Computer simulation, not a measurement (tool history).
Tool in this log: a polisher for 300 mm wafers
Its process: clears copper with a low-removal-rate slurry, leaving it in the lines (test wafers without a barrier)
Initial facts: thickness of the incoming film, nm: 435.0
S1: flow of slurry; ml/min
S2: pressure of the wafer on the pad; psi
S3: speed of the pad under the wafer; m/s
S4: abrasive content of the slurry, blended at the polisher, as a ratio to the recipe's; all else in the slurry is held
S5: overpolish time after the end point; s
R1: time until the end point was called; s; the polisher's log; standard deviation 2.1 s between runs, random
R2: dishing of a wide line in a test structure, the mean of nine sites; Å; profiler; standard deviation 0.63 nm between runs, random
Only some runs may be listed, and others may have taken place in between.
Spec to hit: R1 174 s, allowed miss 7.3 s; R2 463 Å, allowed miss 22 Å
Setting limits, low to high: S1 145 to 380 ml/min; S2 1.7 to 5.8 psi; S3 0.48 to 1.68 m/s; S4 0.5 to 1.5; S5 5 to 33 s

run 1 hour=0 | S1=245 S2=3.7 S3=1.08 S4=1 S5=17 | R1=90.313 R2=506.97
run 2 hour=1.9 | S1=245 S2=3.7 S3=1.08 S4=1 S5=22 | R1=92.761 R2=612.4
run 3 hour=3.2 | S1=245 S2=4.4 S3=1.08 S4=1 S5=22 | R1=77.39 R2=710.56
run 4 hour=10.8 | S1=245 S2=4.4 S3=1.08 S4=0.9 S5=22 | R1=77.87 R2=688.91
run 5 hour=17 | S1=290 S2=4.4 S3=1.08 S4=0.9 S5=22 | R1=77.058 R2=698.23
run 6 hour=24.9 | S1=290 S2=4.8 S3=1.08 S4=0.9 S5=22 | R1=69.796 R2=757.24
run 7 hour=28.6 | S1=280 S2=3.8 S3=0.92 S4=0.9 S5=29 | R1=104.42 R2=695.79
run 8 hour=36.7 | S1=280 S2=3.5 S3=0.92 S4=0.9 S5=29 | R1=111.35 R2=637.72
run 9 hour=38.7 | S1=280 S2=3.3 S3=0.92 S4=0.9 S5=29 | R1=117.67 R2=623.55
run 10 hour=43.9 | S1=280 S2=3.1 S3=0.92 S4=0.9 S5=29 | R1=128.76 R2=589.09
run 11 hour=52.3 | S1=280 S2=3 S3=0.92 S4=0.9 S5=29 | R1=131 R2=560.33
run 12 hour=58.7 | S1=280 S2=2.9 S3=0.92 S4=0.9 S5=29 | R1=135.6 R2=546.91
-- hour=66.9 slurry blender recalibrated
run 13 hour=66.9 | S1=275 S2=1.9 S3=0.9 S4=0.9 S5=30 | R1=198.17 R2=413.63

Which of these 5 next moves meets every target?
run A hour=75.1 | S1=265 S2=2 S3=0.74 S4=0.7 S5=31 | R1=? R2=?
run B hour=75.1 | S1=270 S2=1.9 S3=0.86 S4=0.85 S5=26 | R1=? R2=?
run C hour=75.1 | S1=355 S2=1.9 S3=0.98 S4=0.9 S5=31 | R1=? R2=?
run D hour=75.1 | S1=295 S2=2 S3=0.84 S4=0.85 S5=25 | R1=? R2=?
run E hour=75.1 | S1=290 S2=1.8 S3=1.02 S4=1 S5=26 | R1=? R2=?

move=A R1=238.01 R2=365.07
move=B R1=207.73 R2=352.02
move=C R1=176.5 R2=464.46
move=D R1=200.61 R2=351.69
move=E R1=178.05 R2=398.93
A: lands further from the targets than the last run did
B: lands further from the targets than the last run did
C: every result within its allowed miss
D: lands further from the targets than the last run did
E: the worst result of the last run now meets its target, but another is out of spec
Go with C: it meets all targets.
